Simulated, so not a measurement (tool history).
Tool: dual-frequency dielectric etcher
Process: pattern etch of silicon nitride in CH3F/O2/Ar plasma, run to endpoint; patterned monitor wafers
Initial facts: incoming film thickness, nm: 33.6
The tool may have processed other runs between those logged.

{"run": 1, "hour": 0.0, "source power (W)": 460, "bias power (W)": 92, "endpoint time (s)": 36.411}
{"run": 2, "hour": 5.8, "source power (W)": 510, "bias power (W)": 92, "endpoint time (s)": 34.646}
{"run": 3, "hour": 11.4, "source power (W)": 440, "bias power (W)": 92, "endpoint time (s)": 37.56}
{"run": 4, "hour": 16.1, "source power (W)": 440, "bias power (W)": 98, "endpoint time (s)": 35.996}
{"run": 5, "hour": 17.1, "source power (W)": 470, "bias power (W)": 100, "endpoint time (s)": 34.581}
{"run": 6, "hour": 18.0, "source power (W)": 440, "bias power (W)": 100, "endpoint time (s)": 35.846}
{"run": 7, "hour": 26.2, "source power (W)": 470, "bias power (W)": 102, "endpoint time (s)": 34.411}

What will run 8 give?
{"run": 8, "hour": 34.1, "source power (W)": 490, "bias power (W)": 103, "endpoint time (s)": "?"}

endpoint time (s): 33.735
